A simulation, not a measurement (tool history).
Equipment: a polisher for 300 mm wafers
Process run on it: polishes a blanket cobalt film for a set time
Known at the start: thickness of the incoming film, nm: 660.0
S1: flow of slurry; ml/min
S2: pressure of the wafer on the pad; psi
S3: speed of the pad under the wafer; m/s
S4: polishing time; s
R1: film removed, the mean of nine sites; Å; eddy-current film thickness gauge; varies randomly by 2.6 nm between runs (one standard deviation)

| run | hour | S1 | S2 | S3 | S4 | R1 |
|---|---|---|---|---|---|---|
| 1 | 0 | 285 | 1.5 | 1.14 | 33 | 1681.1 |
| 2 | 7.9 | 285 | 1.6 | 1.14 | 33 | 1792.6 |
| 3 | 15.1 | 285 | 1.3 | 1.14 | 33 | 1485.7 |
| 4 | 18 | 285 | 1.5 | 1.14 | 33 | 1680.5 |
| 5 | 25.2 | 285 | 1.5 | 1.14 | 29 | 1509 |
| 6 | 29 | 285 | 1.7 | 1.14 | 29 | 1709.7 |
| 7 | 34 | 285 | 1.8 | 1.16 | 29 | 1792.2 |

The next listed run, before its measurement:
| 8 | 40.3 | 285 | 1.9 | 1.18 | 29 | ? |

Logged for run 8: R1 1917.7 Å.

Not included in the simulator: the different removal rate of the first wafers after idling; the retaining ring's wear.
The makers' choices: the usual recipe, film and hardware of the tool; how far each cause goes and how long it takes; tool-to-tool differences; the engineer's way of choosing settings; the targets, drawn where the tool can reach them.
